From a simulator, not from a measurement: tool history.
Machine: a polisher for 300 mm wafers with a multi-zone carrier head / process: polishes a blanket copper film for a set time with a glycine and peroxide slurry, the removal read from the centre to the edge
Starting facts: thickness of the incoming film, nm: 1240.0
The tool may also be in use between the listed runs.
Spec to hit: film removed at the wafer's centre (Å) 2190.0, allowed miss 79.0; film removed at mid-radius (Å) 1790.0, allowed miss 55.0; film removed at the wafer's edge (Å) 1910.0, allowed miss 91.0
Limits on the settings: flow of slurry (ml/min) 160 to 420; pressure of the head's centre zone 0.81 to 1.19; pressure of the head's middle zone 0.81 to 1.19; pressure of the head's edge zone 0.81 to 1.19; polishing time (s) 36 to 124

run,hour,flow of slurry (ml/min),pressure of the head's centre zone,pressure of the head's middle zone,pressure of the head's edge zone,polishing time (s),film removed at the wafer's centre (Å),film removed at mid-radius (Å),film removed at the wafer's edge (Å)
1,0.0,270,1.00,1.00,1.00,79,2578.2,2543.6,2590.8
2,1.9,270,1.00,1.07,1.00,79,2582.8,2647.3,2567.9
3,6.7,270,1.05,1.07,1.00,79,2740.3,2659.3,2605.1
4,14.8,265,1.06,1.02,0.97,74,2587.5,2462.9,2368.9
5,23.0,265,0.99,1.02,0.97,74,2379.9,2435.8,2369.1
6,25.9,240,0.99,1.02,0.97,74,2375.9,2397.8,2360.6
7,33.6,230,1.02,0.98,0.96,70,2288.7,2178.6,2206.7
8,41.6,220,1.04,0.94,0.94,68,2244.4,2061.8,2163.9
9,43.3,220,1.06,0.92,0.92,66,2229.9,1960.7,2095.5
10,47.5,220,1.07,0.91,0.90,65,2195.5,1956.0,1993.6
11,51.5,215,1.08,0.89,0.89,65,2253.3,1918.2,1968.5
12,58.8,210,1.08,0.88,0.89,65,2206.0,1895.1,1956.4
13,65.2,210,1.08,0.88,0.89,65,2196.4,1888.5,1961.3
14,71.9,205,1.09,0.87,0.89,65,2239.0,1860.9,1968.2
15,80.2,205,1.09,0.87,0.89,65,2226.6,1847.2,1973.9
16,83.8,200,1.09,0.87,0.88,65,2218.9,1839.6,1929.0
17,85.3,195,1.09,0.87,0.88,65,2268.5,1834.6,1968.2

Which single option among these 5 for the next run brings every result within its allowed miss of target? Just one does.
A,86.8,160,1.08,0.84,0.82,67,?,?,?
B,86.8,330,1.12,0.90,0.81,58,?,?,?
C,86.8,295,1.11,0.93,0.92,61,?,?,?
D,86.8,160,1.09,0.82,0.82,72,?,?,?
E,86.8,235,1.03,0.85,0.99,66,?,?,?

move,film removed at the wafer's centre (Å),film removed at mid-radius (Å),film removed at the wafer's edge (Å)
A,2157.8,1795.9,1859.8
B,2186.1,1804.6,1734.2
C,2250.7,1914.3,1914.3
D,2340.2,1902.8,1999.0
E,2188.9,1908.6,2101.1
A: in spec on every target
B: gets the furthest-off result to its target, but another result is out of tolerance
C: gets the furthest-off result to its target, but another result is out of tolerance
D: the biggest miss grows against the last run
E: gets the furthest-off result to its target, but another result is out of tolerance
So the answer is move A, the one that meets all the targets.
